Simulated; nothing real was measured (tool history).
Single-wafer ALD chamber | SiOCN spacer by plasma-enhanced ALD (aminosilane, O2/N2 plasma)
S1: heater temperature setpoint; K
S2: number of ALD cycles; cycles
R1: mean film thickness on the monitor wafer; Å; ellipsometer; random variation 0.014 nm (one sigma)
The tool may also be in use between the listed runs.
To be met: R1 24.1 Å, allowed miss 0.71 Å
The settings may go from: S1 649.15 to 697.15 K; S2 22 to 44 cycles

run,day,S1,S2,R1
1,0,673.15,33,19.395
2,0.196,673.15,31,18.084
3,0.338,679.15,31,18.048
4,0.575,679.15,33,19.204
5,0.812,673.15,33,19.376
6,0.962,673.15,35,20.614
7,1.1,673.15,36,21.21
8,1.35,673.15,37,21.776
# day 1.588: thermocouple changed; heater temperature recalibrated
9,1.588,673.15,38,22.371
10,1.883,673.15,39,23.18

Which of these 5 next moves meets every target?
A,2.179,684.15,40,?
B,2.179,670.15,41,?
C,2.179,666.15,39,?
D,2.179,665.15,44,?
E,2.179,673.15,38,?

move,R1
A,22.693
B,24.055
C,22.882
D,25.816
E,22.295
A: further off than the last run
B: meets every target
C: further off than the last run
D: takes the result that was furthest off past its target
E: further off than the last run
Move B is the one to make.
